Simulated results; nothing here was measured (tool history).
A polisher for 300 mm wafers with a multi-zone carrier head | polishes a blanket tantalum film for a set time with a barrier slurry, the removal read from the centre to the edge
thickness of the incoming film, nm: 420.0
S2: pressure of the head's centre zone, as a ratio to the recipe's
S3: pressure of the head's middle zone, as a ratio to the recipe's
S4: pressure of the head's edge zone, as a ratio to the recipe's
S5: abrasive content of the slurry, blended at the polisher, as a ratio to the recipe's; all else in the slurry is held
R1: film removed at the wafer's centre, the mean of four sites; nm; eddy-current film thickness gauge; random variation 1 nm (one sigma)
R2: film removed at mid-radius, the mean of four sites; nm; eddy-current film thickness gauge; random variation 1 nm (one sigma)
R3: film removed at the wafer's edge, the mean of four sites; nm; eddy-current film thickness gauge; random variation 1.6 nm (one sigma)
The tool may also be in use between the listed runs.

{"run": 1, "hour": 0.0, "flow of slurry (ml/min)": 285, "S2": 1.0, "S3": 1.0, "S4": 1.0, "S5": 1.0, "polishing time (s)": 82, "R1": 140.06, "R2": 136.81, "R3": 133.67}
{"run": 2, "hour": 4.0, "flow of slurry (ml/min)": 280, "S2": 1.0, "S3": 0.98, "S4": 0.98, "S5": 1.0, "polishing time (s)": 82, "R1": 139.94, "R2": 132.81, "R3": 127.74}
{"run": 3, "hour": 12.9, "flow of slurry (ml/min)": 280, "S2": 1.0, "S3": 0.98, "S4": 0.98, "S5": 1.0, "polishing time (s)": 92, "R1": 155.48, "R2": 149.47, "R3": 141.99}
{"run": 4, "hour": 17.2, "flow of slurry (ml/min)": 275, "S2": 1.0, "S3": 0.96, "S4": 0.97, "S5": 1.0, "polishing time (s)": 92, "R1": 156.03, "R2": 144.6, "R3": 147.26}
{"run": 5, "hour": 20.2, "flow of slurry (ml/min)": 280, "S2": 1.0, "S3": 0.95, "S4": 0.96, "S5": 0.95, "polishing time (s)": 92, "R1": 151.15, "R2": 144.81, "R3": 142.84}
{"run": 6, "hour": 21.6, "flow of slurry (ml/min)": 275, "S2": 1.01, "S3": 0.94, "S4": 0.94, "S5": 0.95, "polishing time (s)": 91, "R1": 150.75, "R2": 138.69, "R3": 142.6}
{"run": 7, "hour": 27.5, "flow of slurry (ml/min)": 355, "S2": 1.08, "S3": 0.94, "S4": 0.85, "S5": 0.7, "polishing time (s)": 86, "R1": 137.87, "R2": 116.62, "R3": 110.73}

Run 8 comes next. What will it give?
{"run": 8, "hour": 28.5, "flow of slurry (ml/min)": 355, "S2": 1.08, "S3": 0.94, "S4": 0.86, "S5": 0.7, "polishing time (s)": 86, "R1": "?", "R2": "?", "R3": "?"}

R1: 136.30 nm
R2: 115.82 nm
R3: 112.73 nm

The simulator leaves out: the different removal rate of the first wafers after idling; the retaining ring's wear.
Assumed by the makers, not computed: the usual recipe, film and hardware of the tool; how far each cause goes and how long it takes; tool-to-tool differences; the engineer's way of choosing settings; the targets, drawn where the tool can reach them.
